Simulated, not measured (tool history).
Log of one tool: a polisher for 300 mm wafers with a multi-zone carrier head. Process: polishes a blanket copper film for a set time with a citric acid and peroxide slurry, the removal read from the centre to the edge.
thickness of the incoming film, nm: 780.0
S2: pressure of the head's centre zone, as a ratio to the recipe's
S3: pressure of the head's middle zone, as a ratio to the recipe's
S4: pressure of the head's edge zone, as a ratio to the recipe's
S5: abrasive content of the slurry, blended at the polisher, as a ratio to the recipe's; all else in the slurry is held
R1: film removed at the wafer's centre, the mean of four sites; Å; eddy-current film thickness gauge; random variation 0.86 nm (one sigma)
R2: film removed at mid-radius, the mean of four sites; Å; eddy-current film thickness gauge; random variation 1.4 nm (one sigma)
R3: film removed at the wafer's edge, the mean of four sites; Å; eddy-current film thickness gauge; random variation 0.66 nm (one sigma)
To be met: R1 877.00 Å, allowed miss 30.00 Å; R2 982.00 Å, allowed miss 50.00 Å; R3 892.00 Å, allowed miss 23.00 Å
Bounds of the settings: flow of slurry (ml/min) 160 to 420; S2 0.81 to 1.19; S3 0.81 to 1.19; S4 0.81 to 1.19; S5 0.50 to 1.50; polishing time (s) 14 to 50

{"run": 1, "hour": 0.0, "flow of slurry (ml/min)": 270, "S2": 1.0, "S3": 1.0, "S4": 1.0, "S5": 1.0, "polishing time (s)": 32, "R1": 1051.4, "R2": 964.84, "R3": 1035.0}
{"run": 2, "hour": 8.2, "flow of slurry (ml/min)": 265, "S2": 0.98, "S3": 1.01, "S4": 0.97, "S5": 0.95, "polishing time (s)": 32, "R1": 1000.9, "R2": 981.77, "R3": 1007.9}
{"run": 3, "hour": 10.0, "flow of slurry (ml/min)": 265, "S2": 0.98, "S3": 1.01, "S4": 0.97, "S5": 0.95, "polishing time (s)": 24, "R1": 746.84, "R2": 745.25, "R3": 755.45}
{"run": 4, "hour": 14.6, "flow of slurry (ml/min)": 265, "S2": 0.91, "S3": 1.01, "S4": 0.97, "S5": 0.95, "polishing time (s)": 24, "R1": 706.95, "R2": 746.54, "R3": 755.5}
{"run": 5, "hour": 21.6, "flow of slurry (ml/min)": 270, "S2": 0.92, "S3": 1.04, "S4": 0.98, "S5": 1.0, "polishing time (s)": 24, "R1": 728.77, "R2": 767.43, "R3": 761.0}
{"run": 6, "hour": 26.8, "flow of slurry (ml/min)": 315, "S2": 0.92, "S3": 1.04, "S4": 0.98, "S5": 1.0, "polishing time (s)": 24, "R1": 727.98, "R2": 757.9, "R3": 786.63}
{"run": 7, "hour": 35.5, "flow of slurry (ml/min)": 300, "S2": 0.92, "S3": 1.06, "S4": 0.99, "S5": 1.05, "polishing time (s)": 24, "R1": 744.3, "R2": 785.15, "R3": 793.65}
{"run": 8, "hour": 36.2, "flow of slurry (ml/min)": 290, "S2": 0.92, "S3": 1.08, "S4": 0.99, "S5": 1.1, "polishing time (s)": 24, "R1": 748.81, "R2": 800.8, "R3": 789.01}
{"run": 9, "hour": 41.6, "flow of slurry (ml/min)": 280, "S2": 0.92, "S3": 1.09, "S4": 1.0, "S5": 1.15, "polishing time (s)": 24, "R1": 738.48, "R2": 823.76, "R3": 801.47}
{"run": 10, "hour": 47.3, "flow of slurry (ml/min)": 275, "S2": 0.94, "S3": 1.1, "S4": 1.0, "S5": 1.2, "polishing time (s)": 24, "R1": 773.81, "R2": 846.95, "R3": 818.39}
{"run": 11, "hour": 53.9, "flow of slurry (ml/min)": 270, "S2": 0.95, "S3": 1.11, "S4": 1.0, "S5": 1.25, "polishing time (s)": 24, "R1": 789.97, "R2": 865.13, "R3": 822.08}
{"run": 12, "hour": 61.8, "flow of slurry (ml/min)": 270, "S2": 0.96, "S3": 1.12, "S4": 1.01, "S5": 1.3, "polishing time (s)": 24, "R1": 794.51, "R2": 862.84, "R3": 828.05}
{"run": 13, "hour": 66.8, "flow of slurry (ml/min)": 270, "S2": 0.96, "S3": 1.13, "S4": 1.01, "S5": 1.35, "polishing time (s)": 24, "R1": 814.81, "R2": 867.42, "R3": 840.49}
{"run": 14, "hour": 75.8, "flow of slurry (ml/min)": 265, "S2": 0.96, "S3": 1.14, "S4": 1.01, "S5": 1.35, "polishing time (s)": 24, "R1": 787.31, "R2": 902.9, "R3": 835.9}
{"run": 15, "hour": 78.3, "flow of slurry (ml/min)": 270, "S2": 0.97, "S3": 1.15, "S4": 1.01, "S5": 1.35, "polishing time (s)": 24, "R1": 824.35, "R2": 882.97, "R3": 838.55}
{"run": 16, "hour": 82.5, "flow of slurry (ml/min)": 265, "S2": 0.97, "S3": 1.16, "S4": 1.01, "S5": 1.35, "polishing time (s)": 24, "R1": 819.43, "R2": 881.59, "R3": 841.16}
{"run": 17, "hour": 84.1, "flow of slurry (ml/min)": 265, "S2": 0.97, "S3": 1.16, "S4": 1.0, "S5": 1.35, "polishing time (s)": 24, "R1": 814.35, "R2": 901.78, "R3": 832.56}

Which of these 4 next moves meets every target?
{"run": "A", "hour": 85.7, "flow of slurry (ml/min)": 255, "S2": 0.88, "S3": 1.17, "S4": 1.14, "S5": 1.35, "polishing time (s)": 26, "R1": "?", "R2": "?", "R3": "?"}
{"run": "B", "hour": 85.7, "flow of slurry (ml/min)": 205, "S2": 0.92, "S3": 1.19, "S4": 0.89, "S5": 1.4, "polishing time (s)": 26, "R1": "?", "R2": "?", "R3": "?"}
{"run": "C", "hour": 85.7, "flow of slurry (ml/min)": 315, "S2": 1.04, "S3": 1.14, "S4": 1.0, "S5": 1.3, "polishing time (s)": 24, "R1": "?", "R2": "?", "R3": "?"}
{"run": "D", "hour": 85.7, "flow of slurry (ml/min)": 225, "S2": 0.97, "S3": 1.16, "S4": 0.99, "S5": 1.35, "polishing time (s)": 26, "R1": "?", "R2": "?", "R3": "?"}

move=A R1=802.99 R2=963.36 R3=955.85
move=B R1=831.54 R2=971.48 R3=845.99
move=C R1=872.41 R2=874.09 R3=827.54
move=D R1=871.98 R2=948.70 R3=885.60
A: takes the result that was furthest off past its target
B: nearer than the last run, and not there yet
C: further off than the last run
D: meets every target
Answer: D
